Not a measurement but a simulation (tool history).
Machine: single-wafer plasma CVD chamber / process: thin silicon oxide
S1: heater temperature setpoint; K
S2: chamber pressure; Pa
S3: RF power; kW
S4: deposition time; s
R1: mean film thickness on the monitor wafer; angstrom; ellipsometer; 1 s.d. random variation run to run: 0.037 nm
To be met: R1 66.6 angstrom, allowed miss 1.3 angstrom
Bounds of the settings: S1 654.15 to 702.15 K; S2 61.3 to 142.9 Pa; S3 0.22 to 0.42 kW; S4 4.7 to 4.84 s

{"run": 1, "hour": 0.0, "S1": 678.15, "S2": 102.1, "S3": 0.32, "S4": 4.7, "R1": 86.753}
{"run": 2, "hour": 2.2, "S1": 678.15, "S2": 96.8, "S3": 0.32, "S4": 4.7, "R1": 82.453}
{"run": 3, "hour": 5.0, "S1": 678.15, "S2": 92.4, "S3": 0.32, "S4": 4.7, "R1": 78.102}
{"run": 4, "hour": 13.0, "S1": 678.15, "S2": 89.5, "S3": 0.32, "S4": 4.7, "R1": 76.054}
{"hour": 15.0, "done": "capacitance manometer re-zeroed and calibrated"}
{"run": 5, "hour": 15.0, "S1": 678.15, "S2": 86.9, "S3": 0.32, "S4": 4.7, "R1": 78.397}
{"run": 6, "hour": 19.9, "S1": 678.15, "S2": 82, "S3": 0.315, "S4": 4.7, "R1": 72.955}
{"run": 7, "hour": 24.1, "S1": 678.15, "S2": 82, "S3": 0.315, "S4": 4.7, "R1": 73.018}
{"run": 8, "hour": 24.8, "S1": 678.15, "S2": 79.7, "S3": 0.315, "S4": 4.7, "R1": 70.962}
{"run": 9, "hour": 27.6, "S1": 678.15, "S2": 78.3, "S3": 0.315, "S4": 4.7, "R1": 69.447}
{"run": 10, "hour": 31.0, "S1": 678.15, "S2": 77.3, "S3": 0.315, "S4": 4.7, "R1": 68.803}

Exercise: of the 4 proposed moves below, exactly one satisfies all targets within the stated allowed misses. Which move is it?
{"run": "A", "hour": 34.4, "S1": 673.15, "S2": 75.6, "S3": 0.345, "S4": 4.84, "R1": "?"}
{"run": "B", "hour": 34.4, "S1": 671.15, "S2": 78.5, "S3": 0.32, "S4": 4.7, "R1": "?"}
{"run": "C", "hour": 34.4, "S1": 656.15, "S2": 77.2, "S3": 0.32, "S4": 4.7, "R1": "?"}
{"run": "D", "hour": 34.4, "S1": 678.15, "S2": 71.5, "S3": 0.39, "S4": 4.7, "R1": "?"}

move=A R1=71.052
move=B R1=70.369
move=C R1=69.814
move=D R1=67.025
A: lands further from the targets than the last run did
B: lands further from the targets than the last run did
C: lands further from the targets than the last run did
D: all results in spec
Move D is the one to make.
